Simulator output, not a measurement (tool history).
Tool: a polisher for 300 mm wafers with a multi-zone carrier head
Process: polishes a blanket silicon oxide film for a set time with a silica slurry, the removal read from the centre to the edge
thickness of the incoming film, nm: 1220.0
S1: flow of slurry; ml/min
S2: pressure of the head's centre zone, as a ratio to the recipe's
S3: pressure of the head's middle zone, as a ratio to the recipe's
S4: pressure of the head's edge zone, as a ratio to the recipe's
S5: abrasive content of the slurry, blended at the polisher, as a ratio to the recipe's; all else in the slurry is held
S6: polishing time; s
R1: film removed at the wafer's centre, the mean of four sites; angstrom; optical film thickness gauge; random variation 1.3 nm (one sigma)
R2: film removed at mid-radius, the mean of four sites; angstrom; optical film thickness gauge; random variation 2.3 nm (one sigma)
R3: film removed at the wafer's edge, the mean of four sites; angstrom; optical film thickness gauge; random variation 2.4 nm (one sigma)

run,hour,S1,S2,S3,S4,S5,S6,R1,R2,R3
1,0.0,250,1.00,1.00,1.00,1.00,90,2106.1,2015.3,2031.8
2,7.6,245,0.98,1.00,0.96,0.95,90,2004.2,1998.0,1927.4
3,14.4,240,0.97,0.98,0.93,0.90,90,1942.6,1890.6,1883.6
4,17.5,235,0.96,0.99,0.90,0.85,90,1863.3,1840.5,1860.5
5,20.1,250,0.98,1.02,0.89,0.80,89,1836.7,1874.3,1745.0
6,25.9,250,0.98,1.02,0.88,0.80,89,1862.9,1867.2,1768.1
7,29.7,250,0.98,1.02,0.87,0.80,89,1844.5,1908.2,1702.1

Run 8 comes next. What will it give?
8,30.2,245,0.98,1.01,0.87,0.80,89,?,?,?

R1: 1842.8 angstrom
R2: 1874.3 angstrom
R3: 1726.2 angstrom
